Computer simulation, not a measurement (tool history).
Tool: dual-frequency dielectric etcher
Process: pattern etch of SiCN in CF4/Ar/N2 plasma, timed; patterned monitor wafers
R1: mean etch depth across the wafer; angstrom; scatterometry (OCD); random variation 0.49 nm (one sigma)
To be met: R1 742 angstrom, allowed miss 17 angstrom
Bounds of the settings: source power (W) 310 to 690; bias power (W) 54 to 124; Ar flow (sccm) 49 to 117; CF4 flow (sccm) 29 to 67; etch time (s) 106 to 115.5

run 1 hour=0 | source_power_(W)=500 bias_power_(W)=89 Ar_flow_(sccm)=83 CF4_flow_(sccm)=48 etch_time_(s)=115.5 | R1=1136.9
run 2 hour=8.9 | source_power_(W)=500 bias_power_(W)=89 Ar_flow_(sccm)=83 CF4_flow_(sccm)=55 etch_time_(s)=115.5 | R1=1150.1
run 3 hour=13 | source_power_(W)=500 bias_power_(W)=104 Ar_flow_(sccm)=83 CF4_flow_(sccm)=55 etch_time_(s)=115.5 | R1=1225.2
run 4 hour=20.8 | source_power_(W)=500 bias_power_(W)=104 Ar_flow_(sccm)=95 CF4_flow_(sccm)=55 etch_time_(s)=115.5 | R1=1208.5
run 5 hour=22.5 | source_power_(W)=500 bias_power_(W)=104 Ar_flow_(sccm)=88 CF4_flow_(sccm)=55 etch_time_(s)=115.5 | R1=1199.6
run 6 hour=23.4 | source_power_(W)=470 bias_power_(W)=99 Ar_flow_(sccm)=90 CF4_flow_(sccm)=54 etch_time_(s)=114.5 | R1=1105.6
run 7 hour=24.3 | source_power_(W)=470 bias_power_(W)=99 Ar_flow_(sccm)=90 CF4_flow_(sccm)=54 etch_time_(s)=114.5 | R1=1105.6
run 8 hour=27.3 | source_power_(W)=470 bias_power_(W)=99 Ar_flow_(sccm)=90 CF4_flow_(sccm)=54 etch_time_(s)=114.5 | R1=1115.4

5 next moves are on the table. One of them brings every result within its allowed miss. Which?
run A hour=30.3 | source_power_(W)=370 bias_power_(W)=85 Ar_flow_(sccm)=109 CF4_flow_(sccm)=52 etch_time_(s)=106 | R1=?
run B hour=30.3 | source_power_(W)=340 bias_power_(W)=89 Ar_flow_(sccm)=93 CF4_flow_(sccm)=53 etch_time_(s)=106 | R1=?
run C hour=30.3 | source_power_(W)=350 bias_power_(W)=72 Ar_flow_(sccm)=85 CF4_flow_(sccm)=56 etch_time_(s)=106 | R1=?
run D hour=30.3 | source_power_(W)=350 bias_power_(W)=110 Ar_flow_(sccm)=101 CF4_flow_(sccm)=38 etch_time_(s)=112 | R1=?
run E hour=30.3 | source_power_(W)=370 bias_power_(W)=92 Ar_flow_(sccm)=86 CF4_flow_(sccm)=52 etch_time_(s)=106 | R1=?

move=A R1=738.7
move=B R1=701.57
move=C R1=689.99
move=D R1=779.52
move=E R1=777.54
A: meets every target
B: takes the result that was furthest off past its target
C: takes the result that was furthest off past its target
D: nearer than the last run, and not there yet
E: nearer than the last run, and not there yet
Move A is the one to make.
